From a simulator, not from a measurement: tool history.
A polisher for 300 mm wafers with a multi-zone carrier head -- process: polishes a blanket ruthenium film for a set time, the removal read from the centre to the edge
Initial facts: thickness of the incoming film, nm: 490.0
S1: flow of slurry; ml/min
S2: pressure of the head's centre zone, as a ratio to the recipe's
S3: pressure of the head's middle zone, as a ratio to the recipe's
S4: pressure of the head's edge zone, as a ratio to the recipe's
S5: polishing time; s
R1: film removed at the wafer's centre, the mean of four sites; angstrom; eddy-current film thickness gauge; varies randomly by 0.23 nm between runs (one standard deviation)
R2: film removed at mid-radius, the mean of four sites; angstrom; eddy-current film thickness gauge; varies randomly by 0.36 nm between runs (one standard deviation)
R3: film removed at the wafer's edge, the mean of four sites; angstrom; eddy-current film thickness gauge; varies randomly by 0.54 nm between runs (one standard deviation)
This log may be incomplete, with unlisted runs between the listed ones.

run 1 hour=0 | S1=190 S2=1 S3=1 S4=1 S5=38 | R1=316.29 R2=305.59 R3=340.5
run 2 hour=3.3 | S1=190 S2=1 S3=1 S4=1 S5=47 | R1=386.31 R2=379.09 R3=408.77
run 3 hour=7.5 | S1=150 S2=1 S3=1 S4=1 S5=47 | R1=370.03 R2=359.7 R3=393.23
run 4 hour=10.8 | S1=145 S2=1 S3=0.98 S4=1 S5=47 | R1=368.36 R2=348.33 R3=400.05
run 5 hour=12.4 | S1=145 S2=1.01 S3=0.97 S4=0.99 S5=47 | R1=378.5 R2=343.31 R3=394.75
run 6 hour=15.8 | S1=140 S2=1.01 S3=0.96 S4=0.98 S5=47 | R1=370.12 R2=351.41 R3=406.97
run 7 hour=24.1 | S1=140 S2=1.02 S3=0.96 S4=1 S5=46 | R1=365.79 R2=341.21 R3=386.5
run 8 hour=25.8 | S1=140 S2=1.03 S3=0.95 S4=1 S5=46 | R1=369.85 R2=332.91 R3=394.24
run 9 hour=28.7 | S1=140 S2=1.04 S3=0.95 S4=1 S5=46 | R1=369.14 R2=330.75 R3=377.61

Forecast run 10:
run 10 hour=30.6 | S1=140 S2=1.04 S3=0.94 S4=1 S5=46 | R1=? R2=? R3=?

Run 10 yielded R1 377.33 angstrom, R2 339.51 angstrom, R3 387.94 angstrom.
